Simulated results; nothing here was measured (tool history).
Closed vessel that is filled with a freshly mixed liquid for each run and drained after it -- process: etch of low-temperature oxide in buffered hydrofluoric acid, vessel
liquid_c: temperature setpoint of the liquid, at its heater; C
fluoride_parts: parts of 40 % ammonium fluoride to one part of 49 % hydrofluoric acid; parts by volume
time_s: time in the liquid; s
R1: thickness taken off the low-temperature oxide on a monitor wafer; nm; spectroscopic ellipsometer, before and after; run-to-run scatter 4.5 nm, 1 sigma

Run 1, day 0.000: liquid_c 24.0 C, fluoride_parts 19.5 parts by volume, time_s 105 s. Result: R1 309.01 nm.
Run 2, day 0.108: liquid_c 24.0 C, fluoride_parts 19.5 parts by volume, time_s 110 s. Result: R1 317.32 nm.
Run 3, day 0.450: liquid_c 24.0 C, fluoride_parts 24.0 parts by volume, time_s 110 s. Result: R1 272.82 nm.
Run 4, day 0.604: liquid_c 24.0 C, fluoride_parts 18.5 parts by volume, time_s 110 s. Result: R1 336.68 nm.
Run 5, day 0.675: liquid_c 25.5 C, fluoride_parts 18.5 parts by volume, time_s 110 s. Result: R1 364.31 nm.
Run 6, day 0.788: liquid_c 25.5 C, fluoride_parts 18.5 parts by volume, time_s 105 s. Result: R1 345.37 nm.
Run 7, day 0.846: liquid_c 27.0 C, fluoride_parts 18.5 parts by volume, time_s 105 s. Result: R1 380.65 nm.

Expected results for the next run?
Run 8, day 0.979: liquid_c 28.0 C, fluoride_parts 18.5 parts by volume, time_s 105 s. Result: R1 ?.

R1: 394.97 nm

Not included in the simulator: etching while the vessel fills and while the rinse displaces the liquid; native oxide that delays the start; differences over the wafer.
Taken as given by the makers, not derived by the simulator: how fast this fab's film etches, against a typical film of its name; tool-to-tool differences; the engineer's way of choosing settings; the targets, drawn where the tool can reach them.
